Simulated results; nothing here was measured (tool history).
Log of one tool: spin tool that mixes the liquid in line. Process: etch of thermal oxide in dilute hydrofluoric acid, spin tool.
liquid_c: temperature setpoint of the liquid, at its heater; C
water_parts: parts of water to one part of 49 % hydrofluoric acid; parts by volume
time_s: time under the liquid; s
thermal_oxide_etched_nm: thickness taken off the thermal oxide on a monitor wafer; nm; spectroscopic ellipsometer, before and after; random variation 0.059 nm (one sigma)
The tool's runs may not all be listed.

run	hour	liquid_c	water_parts	time_s	thermal_oxide_etched_nm
1	0.0	21.0	125	260	7.4481
2	1.2	21.0	100	260	9.4542
3	2.9	21.0	100	280	10.3320
4	5.8	21.0	60	280	18.2870
5	14.0	21.0	60	280	18.0410
6	18.3	24.0	60	280	20.2050
7	20.5	23.0	75	280	15.2510
8	27.3	22.5	85	280	12.8320
9	34.7	22.0	95	280	11.2840
10	42.5	21.5	100	280	10.4530
11	44.6	21.0	105	280	9.7142
# hour 46.4: hydrofluoric acid flow meter replaced
12	46.4	20.5	110	280	10.2160
13	51.3	20.5	120	280	9.5460
14	52.3	20.5	130	280	8.6734
15	54.1	20.5	135	280	8.2227

The next listed run, before its measurement:
16	58.0	20.0	140	280	?

Run 16 gave thermal_oxide_etched_nm 7.8003 nm.
